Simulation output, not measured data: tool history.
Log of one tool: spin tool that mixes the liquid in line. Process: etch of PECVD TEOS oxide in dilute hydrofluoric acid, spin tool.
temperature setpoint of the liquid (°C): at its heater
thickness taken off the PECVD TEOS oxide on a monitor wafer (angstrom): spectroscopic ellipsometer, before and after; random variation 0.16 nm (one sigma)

run,day,temperature setpoint of the liquid (°C),parts of water to one part of 49 % hydrofluoric acid (parts by volume),time under the liquid (s),thickness taken off the PECVD TEOS oxide on a monitor wafer (angstrom)
1,0,24,225,255,141.44
2,0.088,25.5,225,255,151.21
3,0.371,25.5,225,255,150.23
4,0.529,25.5,175,255,203.73
5,0.892,25.5,110,255,344.87
# day 1.138: thermometer replaced
6,1.138,25.5,110,255,370.52
7,1.258,23.5,125,255,297.19

Forecast run 8:
8,1.625,22,140,255,?

thickness taken off the PECVD TEOS oxide on a monitor wafer (angstrom): 249.16
